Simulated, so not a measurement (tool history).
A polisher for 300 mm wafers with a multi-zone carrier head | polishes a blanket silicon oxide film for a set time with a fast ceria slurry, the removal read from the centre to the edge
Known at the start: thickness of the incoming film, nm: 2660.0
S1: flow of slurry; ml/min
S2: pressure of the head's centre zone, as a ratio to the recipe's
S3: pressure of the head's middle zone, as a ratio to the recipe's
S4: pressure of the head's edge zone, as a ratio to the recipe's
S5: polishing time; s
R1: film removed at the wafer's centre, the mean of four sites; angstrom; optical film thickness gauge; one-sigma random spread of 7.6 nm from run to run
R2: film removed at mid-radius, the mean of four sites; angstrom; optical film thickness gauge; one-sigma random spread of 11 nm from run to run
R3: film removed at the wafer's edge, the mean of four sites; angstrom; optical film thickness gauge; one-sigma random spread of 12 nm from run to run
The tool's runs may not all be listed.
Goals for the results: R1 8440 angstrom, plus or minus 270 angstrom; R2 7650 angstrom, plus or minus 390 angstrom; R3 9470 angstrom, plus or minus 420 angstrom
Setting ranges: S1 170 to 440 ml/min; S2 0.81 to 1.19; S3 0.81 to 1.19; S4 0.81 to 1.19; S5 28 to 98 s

run,hour,S1,S2,S3,S4,S5,R1,R2,R3
1,0,280,1,1,1,63,6509.4,6389.4,6739
2,7.8,280,1,0.98,1.05,68,7095.4,7046.5,7296.6
3,14.9,280,1,1.03,1.05,68,7112.2,6960,7222.8
4,23.9,250,1,0.96,1.09,72,7492.9,7032.6,7889.7
5,26.9,250,1,0.96,1.03,72,7395.2,7176.3,7551
6,35.4,265,0.99,0.92,1.08,74,7568.5,7088.6,8206.3
7,44.1,280,0.99,0.92,1.11,75,7753.9,7198.1,8307.7
8,50.2,275,0.98,0.91,1.13,77,7897.8,7238.3,8776

Consider the 5 candidate settings below. Which is the only one whose results all fall within their allowed miss of target?
A,56.3,360,0.9,0.9,1.16,81,?,?,?
B,56.3,320,0.93,0.83,1.09,85,?,?,?
C,56.3,305,0.97,0.92,1.19,75,?,?,?
D,56.3,190,0.92,0.82,1.18,85,?,?,?
E,56.3,245,1.16,0.91,1.01,73,?,?,?

move,R1,R2,R3
A,7903.9,7593.3,9372.1
B,8443.6,7413,9460.7
C,7705.9,7044.5,8693.3
D,7795.1,6897.2,9400.3
E,8604.5,6635.9,7651.5
A: no better and no worse than the last run
B: hits every target within its allowed miss
C: the biggest miss grows against the last run
D: the biggest miss grows against the last run
E: brings the result that was furthest off to its target, and leaves another outside
Answer: B
